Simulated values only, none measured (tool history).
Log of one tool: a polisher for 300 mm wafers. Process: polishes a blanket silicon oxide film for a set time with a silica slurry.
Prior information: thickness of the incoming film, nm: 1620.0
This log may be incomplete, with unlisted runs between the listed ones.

run  hour  flow of slurry (ml/min)  pressure of the wafer on the pad (kPa)  speed of the pad under the wafer (m/s)  abrasive content of the slurry  polishing time (s)  film removed (Å)
  1   0.0                      235                                    31.7                                    1.48                             1.0                 121            4639.1
  2   1.9                      235                                    34.5                                    1.48                             1.0                 121            5009.7
  3   7.2                      235                                    34.5                                    1.48                             1.0                 121            5084.1
  4  15.9                      195                                    34.5                                    1.48                             1.0                 121            4975.7
  5  23.3                      235                                    34.5                                    1.48                             1.0                 121            4997.1
  6  29.6                      235                                    36.5                                    1.48                             1.0                 121            5252.1

Run 7, settings as shown, results not yet in. Your forecast:
  7  36.3                      235                                    37.9                                    1.48                             1.0                 121                 ?

film removed (Å): 5543.5
